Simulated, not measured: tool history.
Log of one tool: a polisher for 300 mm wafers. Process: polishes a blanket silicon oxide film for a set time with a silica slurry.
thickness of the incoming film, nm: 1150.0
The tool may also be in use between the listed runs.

run  hour  flow of slurry (ml/min)  pressure of the wafer on the pad (kPa)  speed of the pad under the wafer (m/s)  abrasive content of the slurry  polishing time (s)  film removed (angstrom)
  1   0.0                      300                                    31.7                                    1.42                             1.0                  42                   2109.0
  2   5.6                      300                                    33.1                                    1.42                             1.0                  42                   2211.8
  3   7.4                      350                                    33.1                                    1.42                             1.0                  42                   2217.4
  4  10.2                      350                                    33.8                                    1.42                             1.0                  42                   2273.1
  5  13.4                      350                                    34.5                                    1.42                             1.0                  42                   2340.4
  6  16.6                      350                                    35.2                                    1.42                             1.0                  42                   2337.0
  7  22.0                      350                                    35.9                                    1.42                             1.0                  42                   2385.0

Run 8 comes next. What will it give?
  8  30.2                      350                                    36.5                                    1.42                             1.0                  42                        ?

{"run 8": {"film removed (angstrom)": 2432.0}}

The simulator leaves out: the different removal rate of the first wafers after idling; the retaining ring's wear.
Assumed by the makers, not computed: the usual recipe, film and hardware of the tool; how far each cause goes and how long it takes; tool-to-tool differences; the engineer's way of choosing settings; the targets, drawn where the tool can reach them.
